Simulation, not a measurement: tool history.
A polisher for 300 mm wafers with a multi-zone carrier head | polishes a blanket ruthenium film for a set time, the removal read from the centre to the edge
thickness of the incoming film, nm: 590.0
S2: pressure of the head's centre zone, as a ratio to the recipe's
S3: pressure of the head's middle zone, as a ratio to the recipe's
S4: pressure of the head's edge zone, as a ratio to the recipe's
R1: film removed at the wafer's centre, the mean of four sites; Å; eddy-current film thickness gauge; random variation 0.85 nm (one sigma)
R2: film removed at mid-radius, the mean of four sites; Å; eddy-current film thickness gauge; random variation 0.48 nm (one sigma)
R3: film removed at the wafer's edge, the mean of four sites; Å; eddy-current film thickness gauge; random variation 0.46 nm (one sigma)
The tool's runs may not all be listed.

run 1 day=0.000 | flow_of_slurry_(ml/min)=225 S2=1.00 S3=1.00 S4=1.00 polishing_time_(s)=72 | R1=1182.40 R2=1138.60 R3=1137.70
run 2 day=0.329 | flow_of_slurry_(ml/min)=225 S2=1.00 S3=0.96 S4=1.00 polishing_time_(s)=72 | R1=1167.10 R2=1109.80 R3=1148.30
run 3 day=0.662 | flow_of_slurry_(ml/min)=225 S2=1.00 S3=0.96 S4=0.96 polishing_time_(s)=72 | R1=1170.40 R2=1120.20 R3=1130.00
run 4 day=0.775 | flow_of_slurry_(ml/min)=220 S2=0.99 S3=0.96 S4=0.95 polishing_time_(s)=69 | R1=1110.40 R2=1060.20 R3=1070.00
run 5 day=1.100 | flow_of_slurry_(ml/min)=215 S2=0.97 S3=0.97 S4=0.94 polishing_time_(s)=66 | R1=1042.90 R2=1024.80 R3=1011.90
run 6 day=1.321 | flow_of_slurry_(ml/min)=210 S2=0.95 S3=0.97 S4=0.93 polishing_time_(s)=64 | R1=978.38 R2=984.56 R3=977.24
run 7 day=1.412 | flow_of_slurry_(ml/min)=205 S2=0.94 S3=0.98 S4=0.92 polishing_time_(s)=62 | R1=923.91 R2=969.05 R3=943.10
run 8 day=1.554 | flow_of_slurry_(ml/min)=205 S2=0.94 S3=0.98 S4=0.91 polishing_time_(s)=60 | R1=899.67 R2=932.78 R3=904.65
run 9 day=1.717 | flow_of_slurry_(ml/min)=200 S2=0.93 S3=0.98 S4=0.90 polishing_time_(s)=59 | R1=883.03 R2=913.98 R3=886.73

The next listed run, before its measurement:
run 10 day=2.054 | flow_of_slurry_(ml/min)=195 S2=0.92 S3=0.98 S4=0.89 polishing_time_(s)=58 | R1=? R2=? R3=?

R1: 851.32 Å
R2: 893.49 Å
R3: 863.78 Å

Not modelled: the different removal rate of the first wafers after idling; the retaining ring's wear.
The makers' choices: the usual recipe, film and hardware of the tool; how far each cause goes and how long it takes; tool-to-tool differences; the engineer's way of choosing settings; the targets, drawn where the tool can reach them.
